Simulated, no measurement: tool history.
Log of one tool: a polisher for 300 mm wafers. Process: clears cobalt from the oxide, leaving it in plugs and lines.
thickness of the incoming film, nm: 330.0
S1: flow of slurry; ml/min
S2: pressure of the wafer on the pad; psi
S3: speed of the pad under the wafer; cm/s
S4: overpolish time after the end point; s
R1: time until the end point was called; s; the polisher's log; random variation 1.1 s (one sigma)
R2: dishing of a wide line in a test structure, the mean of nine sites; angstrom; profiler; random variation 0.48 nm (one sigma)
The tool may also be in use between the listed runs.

run	hour	S1	S2	S3	S4	R1	R2
1	0	285	1.4	128	28	90.151	435.45
2	3.7	285	1.5	128	28	87.774	434.44
3	12.5	310	1.5	128	28	85.796	449.57
4	21.5	315	1.6	128	27	81.179	446.96
5	26.5	270	1.6	128	27	85.021	436.74
6	30.7	280	1.7	128	27	77.649	447.07
7	35.7	285	1.7	128	27	77.492	446.06

Run 8 comes next. What will it give?
8	37.1	290	1.7	128	27	?	?

{"run 8": {"R1": 79.805, "R2": 440.77}}
